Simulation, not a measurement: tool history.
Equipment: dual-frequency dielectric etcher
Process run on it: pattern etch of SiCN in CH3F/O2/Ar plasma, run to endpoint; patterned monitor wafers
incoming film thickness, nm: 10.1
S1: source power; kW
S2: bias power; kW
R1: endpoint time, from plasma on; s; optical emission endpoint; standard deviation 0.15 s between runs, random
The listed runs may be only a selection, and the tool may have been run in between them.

run	day	S1	S2	R1
1	0.000	0.290	0.097	26.285
2	0.088	0.290	0.082	27.499
3	0.346	0.290	0.095	26.637
4	0.696	0.260	0.090	28.255
5	0.871	0.260	0.105	27.131
6	1.012	0.300	0.105	25.420
7	1.088	0.270	0.101	26.730
8	1.325	0.250	0.097	28.038
9	1.533	0.230	0.095	29.284
# day 1.579: bias power generator calibrated
10	1.579	0.220	0.094	29.386
11	1.725	0.190	0.083	32.101

What does the tool deliver on the next run?
12	1.808	0.190	0.084	?

R1: 32.307 s
